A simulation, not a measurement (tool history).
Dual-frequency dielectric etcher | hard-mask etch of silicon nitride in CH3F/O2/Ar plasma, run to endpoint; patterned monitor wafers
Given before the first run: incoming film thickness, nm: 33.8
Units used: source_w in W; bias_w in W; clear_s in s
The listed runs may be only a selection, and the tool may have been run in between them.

{"run": 1, "day": 0.0, "source_w": 550, "bias_w": 85, "clear_s": 42.144}
{"run": 2, "day": 0.1, "source_w": 510, "bias_w": 83, "clear_s": 43.606}
{"run": 3, "day": 0.175, "source_w": 510, "bias_w": 73, "clear_s": 45.977}
{"run": 4, "day": 0.2, "source_w": 510, "bias_w": 79, "clear_s": 44.403}
{"run": 5, "day": 0.304, "source_w": 510, "bias_w": 91, "clear_s": 42.433}
{"run": 6, "day": 0.408, "source_w": 480, "bias_w": 90, "clear_s": 43.185}

What does the tool deliver on the next run?
{"run": 7, "day": 0.588, "source_w": 450, "bias_w": 89, "clear_s": "?"}

{"run 7": {"clear_s": 44.121}}
